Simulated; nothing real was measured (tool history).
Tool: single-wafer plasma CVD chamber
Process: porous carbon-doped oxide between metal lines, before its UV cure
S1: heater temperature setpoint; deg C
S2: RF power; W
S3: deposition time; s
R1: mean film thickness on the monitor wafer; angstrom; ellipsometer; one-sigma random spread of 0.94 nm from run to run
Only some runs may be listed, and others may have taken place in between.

run  hour   S1   S2    S3      R1
  1   0.0  295  510  41.7  2377.2
  2   3.0  295  565  41.7  2624.9
  3  11.4  302  565  41.7  2501.5
  4  12.1  296  565  41.7  2612.8
  5  18.9  293  565  41.7  2679.3
  6  27.1  291  565  41.7  2686.8
  7  31.7  289  565  41.7  2734.3

Estimate the outcome of run 8 from the log above:
  8  34.9  288  565  41.7   ?

For run 8 the tool returned R1 2755.8 angstrom.
